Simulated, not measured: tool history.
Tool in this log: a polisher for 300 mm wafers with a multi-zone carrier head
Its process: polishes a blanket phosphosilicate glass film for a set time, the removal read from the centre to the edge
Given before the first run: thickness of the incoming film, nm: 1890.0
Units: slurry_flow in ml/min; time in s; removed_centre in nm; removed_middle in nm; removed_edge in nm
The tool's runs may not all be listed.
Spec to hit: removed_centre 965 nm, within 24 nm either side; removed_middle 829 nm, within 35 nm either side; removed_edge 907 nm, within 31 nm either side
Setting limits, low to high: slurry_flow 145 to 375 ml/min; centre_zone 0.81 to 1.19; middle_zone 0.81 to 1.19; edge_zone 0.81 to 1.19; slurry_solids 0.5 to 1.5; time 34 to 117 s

run 1 hour=0 | slurry_flow=240 centre_zone=1 middle_zone=1 edge_zone=1 slurry_solids=1 time=75 | removed_centre=576.86 removed_middle=574.91 removed_edge=575.53
run 2 hour=6.4 | slurry_flow=240 centre_zone=1 middle_zone=1 edge_zone=1.03 slurry_solids=1 time=75 | removed_centre=577.82 removed_middle=570.55 removed_edge=595.81
run 3 hour=14.5 | slurry_flow=240 centre_zone=1 middle_zone=1 edge_zone=1.03 slurry_solids=1.1 time=75 | removed_centre=590.87 removed_middle=584.56 removed_edge=595.02
run 4 hour=20.4 | slurry_flow=240 centre_zone=1 middle_zone=1 edge_zone=1.03 slurry_solids=1 time=75 | removed_centre=582.62 removed_middle=572.42 removed_edge=576.96
run 5 hour=28.6 | slurry_flow=240 centre_zone=1 middle_zone=1 edge_zone=1.03 slurry_solids=1.1 time=75 | removed_centre=587.95 removed_middle=574.8 removed_edge=595.1
run 6 hour=33.8 | slurry_flow=245 centre_zone=1.01 middle_zone=1.01 edge_zone=1.04 slurry_solids=1.15 time=77 | removed_centre=625.62 removed_middle=628.98 removed_edge=627.53
run 7 hour=40 | slurry_flow=245 centre_zone=1.02 middle_zone=1 edge_zone=1.05 slurry_solids=1.2 time=79 | removed_centre=649.76 removed_middle=652.69 removed_edge=668.89
run 8 hour=48.2 | slurry_flow=250 centre_zone=1.04 middle_zone=0.99 edge_zone=1.05 slurry_solids=1.25 time=80 | removed_centre=679.16 removed_middle=656.04 removed_edge=682.6
-- hour=51.2 worn pad replaced by a new one
run 9 hour=51.2 | slurry_flow=255 centre_zone=1.06 middle_zone=0.99 edge_zone=1.06 slurry_solids=1.3 time=81 | removed_centre=772.28 removed_middle=709.02 removed_edge=738.04
run 10 hour=52.3 | slurry_flow=260 centre_zone=1.07 middle_zone=0.99 edge_zone=1.07 slurry_solids=1.3 time=81 | removed_centre=765.89 removed_middle=712.75 removed_edge=748.87
run 11 hour=55.7 | slurry_flow=295 centre_zone=1.17 middle_zone=0.99 edge_zone=1.14 slurry_solids=1.5 time=85 | removed_centre=933.86 removed_middle=791.06 removed_edge=856.46

Exercise: of the 5 proposed moves below, exactly one satisfies all targets within the stated allowed misses. Which move is it?
run A hour=59.1 | slurry_flow=295 centre_zone=1.13 middle_zone=0.91 edge_zone=1.19 slurry_solids=1.5 time=87 | removed_centre=? removed_middle=? removed_edge=?
run B hour=59.1 | slurry_flow=250 centre_zone=1.06 middle_zone=0.81 edge_zone=1.19 slurry_solids=1.5 time=92 | removed_centre=? removed_middle=? removed_edge=?
run C hour=59.1 | slurry_flow=340 centre_zone=1.14 middle_zone=0.98 edge_zone=1.14 slurry_solids=1.5 time=89 | removed_centre=? removed_middle=? removed_edge=?
run D hour=59.1 | slurry_flow=270 centre_zone=1.19 middle_zone=0.87 edge_zone=1.18 slurry_solids=1.5 time=88 | removed_centre=? removed_middle=? removed_edge=?
run E hour=59.1 | slurry_flow=290 centre_zone=1.13 middle_zone=0.83 edge_zone=1.13 slurry_solids=1.5 time=91 | removed_centre=? removed_middle=? removed_edge=?

move=A removed_centre=923.97 removed_middle=747.62 removed_edge=897.33
move=B removed_centre=906.9 removed_middle=719.5 removed_edge=940.18
move=C removed_centre=964.79 removed_middle=815.24 removed_edge=904.47
move=D removed_centre=972.43 removed_middle=727.27 removed_edge=899.12
move=E removed_centre=964.54 removed_middle=732.44 removed_edge=913.62
A: brings the result that was furthest off to its target, and leaves another outside
B: takes the biggest miss from the last run beyond its target
C: hits every target within its allowed miss
D: brings the result that was furthest off to its target, and leaves another outside
E: brings the result that was furthest off to its target, and leaves another outside
C is the move that brings every result within its allowed miss.
